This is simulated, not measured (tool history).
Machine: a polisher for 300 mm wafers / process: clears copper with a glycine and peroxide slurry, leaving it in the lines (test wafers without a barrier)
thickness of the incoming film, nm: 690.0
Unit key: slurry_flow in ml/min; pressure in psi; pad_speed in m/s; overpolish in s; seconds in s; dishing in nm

| run | hour | slurry_flow | pressure | pad_speed | overpolish | seconds | dishing |
|---|---|---|---|---|---|---|---|
| 1 | 0 | 195 | 3.4 | 1.2 | 17 | 89.252 | 82.09 |
| 2 | 2.6 | 195 | 3.8 | 1.22 | 16 | 78.883 | 83.612 |
| 3 | 5.9 | 195 | 3.8 | 1.22 | 20 | 78.073 | 98.413 |
| 4 | 13.2 | 195 | 4.1 | 1.22 | 18 | 73.041 | 100.25 |
| 5 | 14.2 | 200 | 4.3 | 1.24 | 16 | 69.144 | 94.218 |
| 6 | 21.6 | 200 | 4.5 | 1.26 | 15 | 66.989 | 91.907 |
| 7 | 25 | 200 | 4.7 | 1.26 | 14 | 61.033 | 91.31 |

Predict the results of run 8:
| 8 | 26.4 | 200 | 4.8 | 1.26 | 14 | ? | ? |

Run 8 measured seconds 60.583 s, dishing 95.108 nm.
